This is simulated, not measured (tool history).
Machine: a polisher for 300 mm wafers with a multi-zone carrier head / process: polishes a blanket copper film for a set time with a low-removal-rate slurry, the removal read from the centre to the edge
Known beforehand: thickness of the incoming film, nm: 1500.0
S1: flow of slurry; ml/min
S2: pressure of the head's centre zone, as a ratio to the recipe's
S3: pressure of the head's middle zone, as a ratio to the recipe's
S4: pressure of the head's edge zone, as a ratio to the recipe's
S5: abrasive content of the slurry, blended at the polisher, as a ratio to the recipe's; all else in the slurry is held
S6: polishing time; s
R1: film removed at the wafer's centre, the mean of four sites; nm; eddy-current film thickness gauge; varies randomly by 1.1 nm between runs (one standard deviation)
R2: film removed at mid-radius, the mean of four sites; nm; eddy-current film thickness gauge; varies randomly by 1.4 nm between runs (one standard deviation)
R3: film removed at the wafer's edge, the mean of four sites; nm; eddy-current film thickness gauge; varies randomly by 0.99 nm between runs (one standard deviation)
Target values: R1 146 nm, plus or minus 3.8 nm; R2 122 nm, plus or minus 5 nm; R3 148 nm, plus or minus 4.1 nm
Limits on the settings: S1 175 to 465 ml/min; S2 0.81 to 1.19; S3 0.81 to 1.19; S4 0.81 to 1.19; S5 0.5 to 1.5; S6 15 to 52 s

run	day	S1	S2	S3	S4	S5	S6	R1	R2	R3
1	0	295	1	1	1	1	33	165	160.36	158.97
2	0.075	330	1	1	1	1	33	166.47	158.94	160.67
3	0.367	350	0.99	0.94	1	0.9	33	161.59	153.67	160.03
4	0.404	350	0.99	0.87	1	0.9	33	162.69	143.33	159.86
5	0.696	325	0.99	0.85	1.02	0.8	32	153.35	129.08	151.4
6	0.917	325	1.03	0.85	1.02	0.8	32	160.39	130.84	151.43
7	1.179	305	1.01	0.84	1.02	0.8	32	153.41	126.01	149.3
8	1.221	290	1	0.84	1.02	0.8	32	154.68	127.41	149.23

Which one of the following 5 next-run settings gets every result inside its allowed miss? There is exactly one.
A	1.262	175	1	0.83	1.04	0.75	34	?	?	?
B	1.262	300	1.03	0.87	0.9	0.75	34	?	?	?
C	1.262	320	0.92	0.81	1.01	0.9	30	?	?	?
D	1.262	300	0.99	0.83	0.9	1.1	32	?	?	?
E	1.262	250	1.01	0.93	0.89	0.95	34	?	?	?

move	R1	R2	R3
A	145.38	121.76	149.3
B	163.99	136.86	147.96
C	135.51	120.03	144.51
D	161.79	135.62	152.03
E	165.68	148.81	152.68
A: in spec on every target
B: misses by more than the last run did
C: the result that was furthest off in the last run now lies on the other side of its target
D: misses by more than the last run did
E: misses by more than the last run did
Go with A: it meets all targets.

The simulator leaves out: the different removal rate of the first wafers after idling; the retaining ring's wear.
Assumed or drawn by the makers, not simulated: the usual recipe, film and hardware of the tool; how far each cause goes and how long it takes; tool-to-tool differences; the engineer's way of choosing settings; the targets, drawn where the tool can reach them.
